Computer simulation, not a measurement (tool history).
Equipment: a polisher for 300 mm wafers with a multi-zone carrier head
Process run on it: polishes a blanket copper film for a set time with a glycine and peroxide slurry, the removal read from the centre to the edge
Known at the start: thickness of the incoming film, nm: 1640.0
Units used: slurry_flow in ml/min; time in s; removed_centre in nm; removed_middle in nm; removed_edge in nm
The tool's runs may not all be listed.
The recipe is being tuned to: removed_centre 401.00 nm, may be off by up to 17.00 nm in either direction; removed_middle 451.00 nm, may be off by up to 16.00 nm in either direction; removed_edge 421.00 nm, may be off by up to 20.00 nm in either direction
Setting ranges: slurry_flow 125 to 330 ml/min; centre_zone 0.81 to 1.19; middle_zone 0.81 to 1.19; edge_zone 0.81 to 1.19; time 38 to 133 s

Run 1, hour 0.0: slurry_flow 210 ml/min, centre_zone 1.00, middle_zone 1.00, edge_zone 1.00, time 85 s. Result: removed_centre 352.29 nm, removed_middle 340.49 nm, removed_edge 343.01 nm.
Run 2, hour 0.6: slurry_flow 210 ml/min, centre_zone 1.00, middle_zone 1.00, edge_zone 1.04, time 85 s. Result: removed_centre 346.63 nm, removed_middle 346.09 nm, removed_edge 342.82 nm.
Run 3, hour 7.8: slurry_flow 215 ml/min, centre_zone 0.99, middle_zone 1.01, edge_zone 1.05, time 88 s. Result: removed_centre 366.11 nm, removed_middle 353.82 nm, removed_edge 369.01 nm.
Run 4, hour 15.1: slurry_flow 215 ml/min, centre_zone 1.07, middle_zone 1.01, edge_zone 1.05, time 88 s. Result: removed_centre 402.56 nm, removed_middle 351.77 nm, removed_edge 359.76 nm.
Run 5, hour 21.5: slurry_flow 215 ml/min, centre_zone 1.07, middle_zone 1.01, edge_zone 1.05, time 108 s. Result: removed_centre 484.45 nm, removed_middle 435.95 nm, removed_edge 450.44 nm.
Run 6, hour 29.6: slurry_flow 215 ml/min, centre_zone 1.07, middle_zone 1.01, edge_zone 1.05, time 122 s. Result: removed_centre 547.54 nm, removed_middle 492.18 nm, removed_edge 497.32 nm.
Run 7, hour 30.7: slurry_flow 210 ml/min, centre_zone 1.04, middle_zone 1.01, edge_zone 1.03, time 121 s. Result: removed_centre 534.58 nm, removed_middle 490.61 nm, removed_edge 498.34 nm.
Run 8, hour 35.6: slurry_flow 210 ml/min, centre_zone 0.94, middle_zone 1.11, edge_zone 1.02, time 100 s. Result: removed_centre 396.19 nm, removed_middle 434.21 nm, removed_edge 406.81 nm.

Next run, 4 choices. One meets every target within its allowed miss, the rest don't. Which?
Run A, hour 40.5: slurry_flow 250 ml/min, centre_zone 0.89, middle_zone 1.09, edge_zone 0.98, time 104 s. Result: removed_centre ?, removed_middle ?, removed_edge ?.
Run B, hour 40.5: slurry_flow 245 ml/min, centre_zone 0.90, middle_zone 1.11, edge_zone 1.03, time 96 s. Result: removed_centre ?, removed_middle ?, removed_edge ?.
Run C, hour 40.5: slurry_flow 215 ml/min, centre_zone 0.96, middle_zone 1.15, edge_zone 0.95, time 98 s. Result: removed_centre ?, removed_middle ?, removed_edge ?.
Run D, hour 40.5: slurry_flow 210 ml/min, centre_zone 1.00, middle_zone 1.11, edge_zone 0.99, time 98 s. Result: removed_centre ?, removed_middle ?, removed_edge ?.

move  removed_centre  removed_middle  removed_edge
   A          395.41          457.96        426.49
   B          368.19          427.30        402.47
   C          393.81          440.18        390.12
   D          408.76          427.38        397.07
A: all results land within tolerance of their targets
B: misses by more than the last run did
C: corrects the largest miss of the last run, while another result sits out of spec
D: misses by more than the last run did
The right move is A.
